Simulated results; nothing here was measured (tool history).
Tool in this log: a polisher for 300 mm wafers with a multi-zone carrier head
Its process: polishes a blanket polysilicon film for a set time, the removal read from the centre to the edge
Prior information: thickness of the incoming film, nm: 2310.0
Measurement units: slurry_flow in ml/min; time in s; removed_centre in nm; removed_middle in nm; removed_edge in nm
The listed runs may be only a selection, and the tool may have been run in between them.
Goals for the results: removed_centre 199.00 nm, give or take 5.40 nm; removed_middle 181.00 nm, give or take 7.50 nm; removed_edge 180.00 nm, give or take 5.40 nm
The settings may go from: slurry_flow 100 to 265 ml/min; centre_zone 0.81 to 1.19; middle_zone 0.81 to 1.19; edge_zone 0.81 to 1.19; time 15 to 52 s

| run | day | slurry_flow | centre_zone | middle_zone | edge_zone | time | removed_centre | removed_middle | removed_edge |
|---|---|---|---|---|---|---|---|---|---|
| 1 | 0.000 | 170 | 1.00 | 1.00 | 1.00 | 33 | 224.32 | 220.87 | 220.96 |
| 2 | 0.300 | 170 | 1.00 | 0.93 | 1.00 | 33 | 227.62 | 206.49 | 226.14 |
| 3 | 0.562 | 170 | 1.00 | 0.93 | 1.00 | 40 | 272.91 | 256.93 | 273.48 |
| 4 | 0.929 | 170 | 0.97 | 0.93 | 1.00 | 40 | 265.19 | 256.85 | 275.87 |
| 5 | 1.192 | 165 | 0.98 | 0.94 | 0.95 | 36 | 240.88 | 233.54 | 240.87 |
| 6 | 1.529 | 165 | 0.98 | 0.94 | 0.90 | 36 | 238.79 | 226.75 | 234.50 |
| 7 | 1.883 | 160 | 0.99 | 0.95 | 0.88 | 34 | 226.69 | 217.14 | 213.43 |
| 8 | 1.967 | 150 | 0.99 | 0.93 | 0.86 | 33 | 221.06 | 211.16 | 210.64 |

Which one of the following 4 next-run settings gets every result inside its allowed miss? There is exactly one.
| A | 2.050 | 130 | 1.02 | 0.97 | 0.85 | 31 | ? | ? | ? |
| B | 2.050 | 150 | 0.99 | 0.91 | 0.88 | 36 | ? | ? | ? |
| C | 2.050 | 155 | 1.01 | 0.91 | 0.81 | 29 | ? | ? | ? |
| D | 2.050 | 150 | 0.97 | 1.04 | 0.89 | 37 | ? | ? | ? |

| move | removed_centre | removed_middle | removed_edge |
|---|---|---|---|
| A | 203.95 | 195.08 | 187.43 |
| B | 236.32 | 220.21 | 225.23 |
| C | 195.42 | 178.34 | 175.54 |
| D | 238.16 | 253.23 | 232.28 |
A: gains on the last run, yet a result remains outside its allowed miss
B: misses by more than the last run did
C: in spec on every target
D: misses by more than the last run did
Go with C: it meets all targets.
